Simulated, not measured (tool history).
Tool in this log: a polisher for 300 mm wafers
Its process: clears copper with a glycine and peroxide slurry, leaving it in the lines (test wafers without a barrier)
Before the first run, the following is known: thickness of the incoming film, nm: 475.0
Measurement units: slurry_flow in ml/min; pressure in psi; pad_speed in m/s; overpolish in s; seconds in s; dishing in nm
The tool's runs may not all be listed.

| run | hour | slurry_flow | pressure | pad_speed | overpolish | seconds | dishing |
|---|---|---|---|---|---|---|---|
| 1 | 0.0 | 305 | 2.6 | 1.26 | 22 | 76.830 | 88.350 |
| 2 | 8.6 | 305 | 3.2 | 1.26 | 22 | 66.036 | 96.038 |
| 3 | 12.5 | 305 | 3.4 | 1.26 | 22 | 66.395 | 100.030 |
| 4 | 14.3 | 305 | 3.0 | 1.20 | 25 | 73.843 | 98.848 |
| 5 | 15.9 | 305 | 3.0 | 1.06 | 25 | 83.011 | 94.266 |
| 6 | 18.8 | 305 | 3.0 | 0.74 | 25 | 108.470 | 73.921 |
| 7 | 23.1 | 305 | 3.0 | 0.74 | 27 | 107.020 | 77.481 |
| 8 | 26.4 | 305 | 3.0 | 0.74 | 29 | 108.250 | 85.000 |

Expected results for the next run?
| 9 | 27.3 | 305 | 3.0 | 0.74 | 30 | ? | ? |

seconds: 111.510 s
dishing: 86.063 nm
